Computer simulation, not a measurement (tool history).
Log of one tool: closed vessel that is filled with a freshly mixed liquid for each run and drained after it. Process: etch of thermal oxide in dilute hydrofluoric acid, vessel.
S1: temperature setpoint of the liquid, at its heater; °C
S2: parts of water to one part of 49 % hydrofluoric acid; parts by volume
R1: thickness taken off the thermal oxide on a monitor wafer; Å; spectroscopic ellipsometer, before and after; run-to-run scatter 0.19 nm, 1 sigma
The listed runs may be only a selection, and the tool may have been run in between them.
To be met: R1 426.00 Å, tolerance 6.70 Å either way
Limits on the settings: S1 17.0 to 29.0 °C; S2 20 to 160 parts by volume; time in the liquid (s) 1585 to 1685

run 1 day=0.000 | S1=21.0 S2=90 time_in_the_liquid_(s)=1585 | R1=761.23
run 2 day=0.167 | S1=21.0 S2=115 time_in_the_liquid_(s)=1585 | R1=578.37
run 3 day=0.512 | S1=21.0 S2=145 time_in_the_liquid_(s)=1585 | R1=439.09
run 4 day=0.542 | S1=21.0 S2=145 time_in_the_liquid_(s)=1685 | R1=473.53
run 5 day=0.746 | S1=20.5 S2=145 time_in_the_liquid_(s)=1685 | R1=462.11
run 6 day=1.117 | S1=20.0 S2=145 time_in_the_liquid_(s)=1685 | R1=451.92
run 7 day=1.271 | S1=19.5 S2=145 time_in_the_liquid_(s)=1685 | R1=443.11
run 8 day=1.304 | S1=19.0 S2=145 time_in_the_liquid_(s)=1685 | R1=432.37

Of the 4 settings listed for the next run, only one would bring every result within its allowed miss of target. Which one?
run A day=1.338 | S1=20.5 S2=155 time_in_the_liquid_(s)=1670 | R1=?
run B day=1.338 | S1=20.5 S2=150 time_in_the_liquid_(s)=1670 | R1=?
run C day=1.338 | S1=20.5 S2=150 time_in_the_liquid_(s)=1665 | R1=?
run D day=1.338 | S1=17.0 S2=125 time_in_the_liquid_(s)=1605 | R1=?

move=A R1=423.37
move=B R1=439.79
move=C R1=438.47
move=D R1=451.48
A: all results land within tolerance of their targets
B: misses by more than the last run did
C: misses by more than the last run did
D: misses by more than the last run did
Correct choice: A, which meets every target
